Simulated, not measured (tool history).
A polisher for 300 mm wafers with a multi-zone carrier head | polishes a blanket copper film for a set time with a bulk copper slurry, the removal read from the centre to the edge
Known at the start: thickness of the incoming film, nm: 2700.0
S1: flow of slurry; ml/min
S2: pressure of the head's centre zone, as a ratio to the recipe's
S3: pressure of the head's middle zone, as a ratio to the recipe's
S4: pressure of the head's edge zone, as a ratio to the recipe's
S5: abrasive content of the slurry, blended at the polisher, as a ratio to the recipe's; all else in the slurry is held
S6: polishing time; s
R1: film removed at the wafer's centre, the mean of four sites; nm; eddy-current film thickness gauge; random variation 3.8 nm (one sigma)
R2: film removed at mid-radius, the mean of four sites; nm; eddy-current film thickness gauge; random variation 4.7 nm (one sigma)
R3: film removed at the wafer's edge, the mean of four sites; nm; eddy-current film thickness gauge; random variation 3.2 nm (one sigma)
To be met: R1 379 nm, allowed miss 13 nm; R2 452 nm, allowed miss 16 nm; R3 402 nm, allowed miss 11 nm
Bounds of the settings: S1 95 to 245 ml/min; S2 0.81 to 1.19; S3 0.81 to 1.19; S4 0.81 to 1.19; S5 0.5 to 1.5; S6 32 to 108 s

{"run": 1, "hour": 0.0, "S1": 155, "S2": 1, "S3": 1, "S4": 1, "S5": 1, "S6": 70, "R1": 464.09, "R2": 451.15, "R3": 449.06}
{"run": 2, "hour": 4.1, "S1": 155, "S2": 1, "S3": 1, "S4": 1, "S5": 1.1, "S6": 70, "R1": 469.36, "R2": 468.04, "R3": 462.63}
{"run": 3, "hour": 7.7, "S1": 155, "S2": 1.05, "S3": 1, "S4": 1, "S5": 1.1, "S6": 70, "R1": 500.67, "R2": 466.6, "R3": 454.43}
{"run": 4, "hour": 10.2, "S1": 155, "S2": 1.05, "S3": 1, "S4": 0.93, "S5": 1.1, "S6": 70, "R1": 486.58, "R2": 465.44, "R3": 442.83}
{"run": 5, "hour": 10.8, "S1": 155, "S2": 1.05, "S3": 0.92, "S4": 0.93, "S5": 1.1, "S6": 70, "R1": 492.06, "R2": 436.96, "R3": 450.06}
{"run": 6, "hour": 19.8, "S1": 155, "S2": 1.05, "S3": 0.92, "S4": 0.93, "S5": 1, "S6": 70, "R1": 484.9, "R2": 422.63, "R3": 432.43}
{"run": 7, "hour": 24.2, "S1": 145, "S2": 1.01, "S3": 0.97, "S4": 0.9, "S5": 1, "S6": 70, "R1": 463.39, "R2": 441.9, "R3": 424.55}
{"run": 8, "hour": 26.4, "S1": 135, "S2": 0.96, "S3": 0.99, "S4": 0.89, "S5": 1, "S6": 70, "R1": 435.71, "R2": 439.16, "R3": 429.45}
{"run": 9, "hour": 34.8, "S1": 130, "S2": 0.93, "S3": 1.02, "S4": 0.87, "S5": 0.95, "S6": 70, "R1": 408.97, "R2": 440.66, "R3": 416.63}
{"run": 10, "hour": 39.6, "S1": 125, "S2": 0.92, "S3": 1.04, "S4": 0.86, "S5": 0.95, "S6": 70, "R1": 406.27, "R2": 451, "R3": 408.97}
{"run": 11, "hour": 45.4, "S1": 120, "S2": 0.91, "S3": 1.05, "S4": 0.86, "S5": 0.95, "S6": 70, "R1": 398.86, "R2": 455.88, "R3": 414.24}
{"run": 12, "hour": 54.0, "S1": 115, "S2": 0.9, "S3": 1.05, "S4": 0.85, "S5": 0.95, "S6": 70, "R1": 392.86, "R2": 442.31, "R3": 408.18}

Which of these 5 next moves meets every target?
{"run": "A", "hour": 62.6, "S1": 125, "S2": 0.86, "S3": 1.07, "S4": 0.82, "S5": 1, "S6": 69, "R1": "?", "R2": "?", "R3": "?"}
{"run": "B", "hour": 62.6, "S1": 125, "S2": 0.81, "S3": 1.05, "S4": 0.85, "S5": 1, "S6": 69, "R1": "?", "R2": "?", "R3": "?"}
{"run": "C", "hour": 62.6, "S1": 115, "S2": 0.93, "S3": 0.98, "S4": 0.84, "S5": 1.25, "S6": 65, "R1": "?", "R2": "?", "R3": "?"}
{"run": "D", "hour": 62.6, "S1": 110, "S2": 0.9, "S3": 0.95, "S4": 0.85, "S5": 0.85, "S6": 74, "R1": "?", "R2": "?", "R3": "?"}
{"run": "E", "hour": 62.6, "S1": 105, "S2": 0.84, "S3": 1.04, "S4": 0.86, "S5": 1, "S6": 72, "R1": "?", "R2": "?", "R3": "?"}

move=A R1=371.36 R2=462.57 R3=401.12
move=B R1=349.54 R2=456.56 R3=406.38
move=C R1=395.72 R2=428.99 R3=400.6
move=D R1=393.46 R2=432.01 R3=414.58
move=E R1=369.88 R2=463.77 R3=419.93
A: meets every target
B: takes the result that was furthest off past its target
C: further off than the last run
D: further off than the last run
E: brings the result that was furthest off to its target, and leaves another outside
The right move is A.

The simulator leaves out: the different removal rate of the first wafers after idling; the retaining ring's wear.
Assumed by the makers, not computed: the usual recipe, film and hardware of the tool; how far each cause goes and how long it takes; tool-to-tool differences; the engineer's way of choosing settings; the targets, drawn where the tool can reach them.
